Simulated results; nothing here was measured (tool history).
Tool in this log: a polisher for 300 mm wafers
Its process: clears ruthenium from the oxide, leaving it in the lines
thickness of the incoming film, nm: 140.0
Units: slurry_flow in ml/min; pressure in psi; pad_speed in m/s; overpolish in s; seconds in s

run,hour,slurry_flow,pressure,pad_speed,overpolish,seconds
1,0,160,2.2,1.1,3,120.51
2,6.2,155,1.9,1.04,3,148.86
3,13.3,180,1.9,1.04,3,147.52
4,15.6,165,1.9,1.04,3,146.09
5,21.8,165,1.7,1,3,172.76
6,23.6,165,1.5,0.98,3,193.97
7,31.6,165,1.4,0.96,3,213.71
8,34.7,165,1.3,0.96,3,222.17

Forecast run 9:
9,41.3,165,1.2,0.96,3,?

{"run 9": {"seconds": 241.72}}
